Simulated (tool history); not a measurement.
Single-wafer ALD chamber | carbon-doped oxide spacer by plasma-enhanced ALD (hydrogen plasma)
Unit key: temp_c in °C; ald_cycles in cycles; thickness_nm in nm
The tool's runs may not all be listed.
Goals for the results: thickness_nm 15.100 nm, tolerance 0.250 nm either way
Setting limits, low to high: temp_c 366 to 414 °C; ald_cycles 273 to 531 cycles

run	hour	temp_c	ald_cycles	thickness_nm
1	0.0	390	402	19.686
2	7.8	390	442	21.610
3	16.7	390	409	19.963
4	25.2	384	409	19.970
5	28.6	384	387	18.852
6	30.2	375	387	18.818
7	32.2	375	367	17.919
8	38.7	375	352	17.111
9	47.6	375	342	16.670
10	57.0	375	334	16.324
11	66.6	375	328	16.103
# hour 68.3: thermocouple changed; heater temperature recalibrated
12	68.3	375	323	15.670
13	70.5	375	320	15.534
14	78.0	375	318	15.492
15	84.9	375	316	15.433

Exercise: of the 5 proposed moves below, exactly one satisfies all targets within the stated allowed misses. Which move is it?
A	91.8	373	319	?
B	91.8	375	321	?
C	91.8	376	320	?
D	91.8	380	308	?
E	91.8	366	320	?

move	thickness_nm
A	15.609
B	15.707
C	15.658
D	15.071
E	15.658
A: its largest miss is bigger than the last run's
B: its largest miss is bigger than the last run's
C: its largest miss is bigger than the last run's
D: every result within its allowed miss
E: its largest miss is bigger than the last run's
D is the move that brings every result within its allowed miss.

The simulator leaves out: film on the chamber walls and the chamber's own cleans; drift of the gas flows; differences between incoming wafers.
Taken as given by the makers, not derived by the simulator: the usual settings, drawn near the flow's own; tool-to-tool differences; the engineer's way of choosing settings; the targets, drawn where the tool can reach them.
